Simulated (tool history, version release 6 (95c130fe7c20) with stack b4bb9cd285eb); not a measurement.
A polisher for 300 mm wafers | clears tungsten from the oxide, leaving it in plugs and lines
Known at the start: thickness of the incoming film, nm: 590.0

run  hour  flow of slurry (ml/min)  pressure of the wafer on the pad (psi)  speed of the pad under the wafer (m/s)  abrasive content of the slurry  overpolish time after the end point (s)  time until the end point was called (s)
  1   0.0                      285                                     4.6                                    0.90                             1.0                                        7                                   98.803
  2   3.6                      285                                     4.5                                    0.90                             1.0                                        7                                   96.214
  3  11.0                      285                                     4.3                                    0.90                             1.0                                        7                                  101.570
  4  16.5                      285                                     4.3                                    1.02                             1.0                                        7                                   94.218
  5  21.2                      285                                     4.1                                    1.02                             1.0                                        7                                   92.823
  6  28.0                      285                                     5.0                                    1.02                             1.0                                        7                                   83.147
  7  32.8                      285                                     4.6                                    1.02                             1.0                                        7                                   85.997

The next listed run, before its measurement:
  8  40.0                      285                                     4.3                                    1.02                             1.0                                        7                                        ?

{"run 8": {"time until the end point was called (s)": 89.281}}

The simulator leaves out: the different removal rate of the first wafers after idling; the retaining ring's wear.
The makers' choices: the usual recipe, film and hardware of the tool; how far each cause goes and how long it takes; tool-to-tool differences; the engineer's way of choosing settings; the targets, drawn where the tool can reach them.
